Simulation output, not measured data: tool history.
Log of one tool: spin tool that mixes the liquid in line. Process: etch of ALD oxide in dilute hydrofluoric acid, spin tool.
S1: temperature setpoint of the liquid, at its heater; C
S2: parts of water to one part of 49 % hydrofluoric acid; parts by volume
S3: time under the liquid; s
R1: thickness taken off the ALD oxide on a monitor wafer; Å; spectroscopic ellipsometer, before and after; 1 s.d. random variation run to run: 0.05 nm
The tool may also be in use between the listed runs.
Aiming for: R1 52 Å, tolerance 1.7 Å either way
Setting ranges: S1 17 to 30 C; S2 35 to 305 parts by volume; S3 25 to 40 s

run,hour,S1,S2,S3,R1
1,0,22,170,40,30.796
2,7.6,22,170,25,18.923
3,15.1,22,170,25,18.845
4,23,20.5,170,25,17.938
5,27,22.5,160,25,20.736
6,34.8,20.5,160,25,19.219
7,35.6,22.5,145,25,23.288
8,37.8,24,130,25,27.758
9,43.9,25,120,25,31.544
10,48.5,26,110,25,35.711
11,53.5,26.5,105,25,39.413
12,58,26.5,105,25,39.117
13,61.4,30,75,25,65.377
14,63.2,29.5,75,25,63.875

Which one of the following 5 next-run settings gets every result inside its allowed miss? There is exactly one.
A,65,28,145,40,?
B,65,30,100,25,?
C,65,29,95,25,?
D,65,27.5,95,25,?
E,65,29.5,90,25,?

move,R1
A,45.61
B,47.277
C,48.26
D,45.568
E,52.284
A: pushes the last run's worst result past its target
B: pushes the last run's worst result past its target
C: pushes the last run's worst result past its target
D: pushes the last run's worst result past its target
E: hits every target within its allowed miss
The move that meets every target is E.

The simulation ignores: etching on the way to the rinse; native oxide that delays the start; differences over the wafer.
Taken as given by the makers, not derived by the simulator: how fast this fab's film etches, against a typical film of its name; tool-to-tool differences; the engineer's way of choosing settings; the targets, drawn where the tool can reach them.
